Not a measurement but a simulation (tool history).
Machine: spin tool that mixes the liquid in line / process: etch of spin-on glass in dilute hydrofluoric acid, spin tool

run,hour,temperature setpoint of the liquid (K),parts of water to one part of 49 % hydrofluoric acid (parts by volume),time under the liquid (s),thickness taken off the spin-on glass on a monitor wafer (angstrom)
1,0.0,295.15,210,145,311.72
2,2.3,292.65,210,145,284.97
3,4.6,294.15,190,145,338.87
4,13.4,294.15,190,155,363.22
5,18.1,295.65,170,155,437.48
6,26.6,295.65,170,155,438.77

For run 7, what comes out?
7,27.4,296.65,155,155,?

Run 7 measured thickness taken off the spin-on glass on a monitor wafer (angstrom) 506.36.
